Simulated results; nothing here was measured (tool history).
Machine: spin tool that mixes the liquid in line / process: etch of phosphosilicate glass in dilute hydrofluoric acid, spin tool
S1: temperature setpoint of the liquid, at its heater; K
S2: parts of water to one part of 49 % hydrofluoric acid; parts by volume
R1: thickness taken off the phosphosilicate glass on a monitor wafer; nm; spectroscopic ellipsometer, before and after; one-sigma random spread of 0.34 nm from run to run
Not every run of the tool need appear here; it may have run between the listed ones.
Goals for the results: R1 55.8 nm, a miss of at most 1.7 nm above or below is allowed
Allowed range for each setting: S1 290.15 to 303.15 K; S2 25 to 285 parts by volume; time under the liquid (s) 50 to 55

{"run": 1, "hour": 0.0, "S1": 295.15, "S2": 155, "time under the liquid (s)": 50, "R1": 36.693}
{"run": 2, "hour": 7.1, "S1": 296.65, "S2": 155, "time under the liquid (s)": 50, "R1": 39.764}
{"run": 3, "hour": 15.5, "S1": 298.65, "S2": 155, "time under the liquid (s)": 50, "R1": 41.792}
{"run": 4, "hour": 19.7, "S1": 299.15, "S2": 150, "time under the liquid (s)": 50, "R1": 44.827}
{"run": 5, "hour": 20.8, "S1": 299.15, "S2": 150, "time under the liquid (s)": 55, "R1": 49.062}
{"run": 6, "hour": 28.2, "S1": 299.65, "S2": 150, "time under the liquid (s)": 55, "R1": 50.021}
{"run": 7, "hour": 33.7, "S1": 300.15, "S2": 150, "time under the liquid (s)": 55, "R1": 50.704}
{"run": 8, "hour": 42.5, "S1": 300.65, "S2": 150, "time under the liquid (s)": 55, "R1": 52.605}
{"run": 9, "hour": 44.0, "S1": 301.65, "S2": 150, "time under the liquid (s)": 55, "R1": 53.661}

Which of these 4 next moves meets every target?
{"run": "A", "hour": 45.5, "S1": 299.65, "S2": 130, "time under the liquid (s)": 55, "R1": "?"}
{"run": "B", "hour": 45.5, "S1": 302.65, "S2": 140, "time under the liquid (s)": 50, "R1": "?"}
{"run": "C", "hour": 45.5, "S1": 301.65, "S2": 140, "time under the liquid (s)": 55, "R1": "?"}
{"run": "D", "hour": 45.5, "S1": 303.15, "S2": 155, "time under the liquid (s)": 50, "R1": "?"}

move=A R1=59.207
move=B R1=55.159
move=C R1=58.494
move=D R1=49.743
A: takes the biggest miss from the last run beyond its target
B: all results in spec
C: takes the biggest miss from the last run beyond its target
D: further off than the last run
B meets every target.
